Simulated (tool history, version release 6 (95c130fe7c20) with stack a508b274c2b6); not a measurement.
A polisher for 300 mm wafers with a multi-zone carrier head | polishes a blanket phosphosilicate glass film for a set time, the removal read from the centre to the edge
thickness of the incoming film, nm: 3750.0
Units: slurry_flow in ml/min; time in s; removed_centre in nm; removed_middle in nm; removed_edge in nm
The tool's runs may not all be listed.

{"run": 1, "hour": 0.0, "slurry_flow": 275, "centre_zone": 1, "middle_zone": 1, "edge_zone": 1, "slurry_solids": 1, "time": 58, "removed_centre": 664.71, "removed_middle": 670.36, "removed_edge": 649.11}
{"run": 2, "hour": 1.0, "slurry_flow": 270, "centre_zone": 0.98, "middle_zone": 1.01, "edge_zone": 1.04, "slurry_solids": 1.15, "time": 61, "removed_centre": 727.55, "removed_middle": 756.99, "removed_edge": 750.41}
{"run": 3, "hour": 7.4, "slurry_flow": 270, "centre_zone": 0.97, "middle_zone": 1.03, "edge_zone": 1.07, "slurry_solids": 1.25, "time": 62, "removed_centre": 756.41, "removed_middle": 790.54, "removed_edge": 808.99}
{"run": 4, "hour": 13.8, "slurry_flow": 275, "centre_zone": 0.96, "middle_zone": 1.07, "edge_zone": 1.08, "slurry_solids": 1.3, "time": 64, "removed_centre": 773.48, "removed_middle": 848.45, "removed_edge": 805.64}
{"run": 5, "hour": 22.7, "slurry_flow": 275, "centre_zone": 0.89, "middle_zone": 1.07, "edge_zone": 1.08, "slurry_solids": 1.3, "time": 64, "removed_centre": 724.06, "removed_middle": 842.36, "removed_edge": 807.26}
{"run": 6, "hour": 25.7, "slurry_flow": 270, "centre_zone": 0.89, "middle_zone": 1.07, "edge_zone": 1.09, "slurry_solids": 1.35, "time": 66, "removed_centre": 756.41, "removed_middle": 888.93, "removed_edge": 902.76}
{"run": 7, "hour": 27.1, "slurry_flow": 270, "centre_zone": 0.9, "middle_zone": 1.08, "edge_zone": 1.09, "slurry_solids": 1.4, "time": 67, "removed_centre": 788.78, "removed_middle": 912.39, "removed_edge": 885.5}
{"run": 8, "hour": 31.5, "slurry_flow": 275, "centre_zone": 0.9, "middle_zone": 1.08, "edge_zone": 1.11, "slurry_solids": 1.45, "time": 68, "removed_centre": 796.39, "removed_middle": 956.62, "removed_edge": 925.15}

Run 9 comes next. What will it give?
{"run": 9, "hour": 36.3, "slurry_flow": 275, "centre_zone": 0.92, "middle_zone": 1.07, "edge_zone": 1.12, "slurry_solids": 1.45, "time": 69, "removed_centre": "?", "removed_middle": "?", "removed_edge": "?"}

Run 9 gave removed_centre 843.87 nm, removed_middle 942.5 nm, removed_edge 946.3 nm.

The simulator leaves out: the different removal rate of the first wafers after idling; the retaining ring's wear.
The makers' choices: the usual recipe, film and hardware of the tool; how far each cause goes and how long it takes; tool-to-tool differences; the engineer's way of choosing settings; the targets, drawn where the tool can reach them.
